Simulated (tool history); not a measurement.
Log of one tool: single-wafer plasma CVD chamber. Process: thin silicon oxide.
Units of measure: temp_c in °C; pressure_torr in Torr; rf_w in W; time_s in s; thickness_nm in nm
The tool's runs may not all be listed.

run	hour	temp_c	pressure_torr	rf_w	time_s	thickness_nm
1	0.0	395	0.614	285	14.0	18.864
2	8.2	395	0.614	315	14.0	19.483
3	15.0	395	0.542	310	14.0	17.137
4	18.9	400	0.542	310	14.0	17.171
5	23.9	400	0.492	310	14.0	15.429
6	26.0	393	0.492	310	14.0	15.517

Run 7 comes next. What will it give?
7	29.9	393	0.464	310	14.0	?

{"run 7": {"thickness_nm": 14.69}}
